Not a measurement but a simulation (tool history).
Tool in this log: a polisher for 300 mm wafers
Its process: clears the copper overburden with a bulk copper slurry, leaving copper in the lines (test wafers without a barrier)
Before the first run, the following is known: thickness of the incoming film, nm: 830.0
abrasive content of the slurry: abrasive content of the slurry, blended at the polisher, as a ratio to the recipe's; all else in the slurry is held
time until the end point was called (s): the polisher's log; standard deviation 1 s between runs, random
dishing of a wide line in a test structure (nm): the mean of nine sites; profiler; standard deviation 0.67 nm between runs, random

run,day,flow of slurry (ml/min),pressure of the wafer on the pad (psi),speed of the pad under the wafer (cm/s),abrasive content of the slurry,overpolish time after the end point (s),time until the end point was called (s),dishing of a wide line in a test structure (nm)
1,0,260,3.3,134,1,10,58.919,44.365
2,0.292,260,3.2,136,1,9,58.372,42.896
3,0.4,260,3,138,1,8,61.025,40.206
4,0.767,260,2.3,138,1,8,79.997,34.299
5,0.838,260,2.3,138,1,6,80.215,29.095
6,1.212,210,2.3,138,1,6,81.958,29.587

Run 7 has not been measured yet. What should we expect?
7,1.471,210,2.4,138,1,6,?,?

time until the end point was called (s): 77.496
dishing of a wide line in a test structure (nm): 30.304
